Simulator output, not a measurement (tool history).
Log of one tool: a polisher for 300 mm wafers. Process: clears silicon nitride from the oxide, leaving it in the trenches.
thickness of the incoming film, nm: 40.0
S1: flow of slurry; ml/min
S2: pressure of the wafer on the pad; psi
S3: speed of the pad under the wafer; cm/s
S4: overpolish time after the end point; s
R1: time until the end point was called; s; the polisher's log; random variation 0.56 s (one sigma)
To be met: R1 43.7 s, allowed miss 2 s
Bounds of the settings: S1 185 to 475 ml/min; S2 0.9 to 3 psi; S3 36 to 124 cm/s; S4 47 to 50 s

| run | day | S1 | S2 | S3 | S4 | R1 |
|---|---|---|---|---|---|---|
| 1 | 0 | 305 | 1.9 | 80 | 47 | 84.816 |
| 2 | 0.071 | 305 | 2.1 | 82 | 47 | 75.244 |
| 3 | 0.258 | 305 | 2.3 | 84 | 47 | 66.754 |
| 4 | 0.408 | 305 | 2.4 | 86 | 47 | 61.724 |
| 5 | 0.733 | 305 | 2.5 | 86 | 47 | 61.409 |
| 6 | 0.883 | 305 | 2.6 | 88 | 47 | 56.412 |
| 7 | 1.142 | 305 | 2.7 | 90 | 47 | 53.427 |
| 8 | 1.271 | 305 | 2.8 | 92 | 47 | 50.559 |
| 9 | 1.625 | 305 | 2.8 | 94 | 47 | 50.335 |
| 10 | 1.808 | 305 | 2.8 | 96 | 47 | 48.867 |
| 11 | 1.979 | 305 | 2.9 | 98 | 47 | 47.227 |

4 next moves are on the table. One of them brings every result within its allowed miss. Which?
| A | 2.15 | 290 | 3 | 100 | 49 | ? |
| B | 2.15 | 245 | 2.6 | 98 | 50 | ? |
| C | 2.15 | 290 | 2.8 | 88 | 50 | ? |
| D | 2.15 | 300 | 2.6 | 96 | 47 | ? |

| move | R1 |
|---|---|
| A | 44.326 |
| B | 53.024 |
| C | 53.717 |
| D | 52.883 |
A: meets every target
B: further off than the last run
C: further off than the last run
D: further off than the last run
The right move is A.
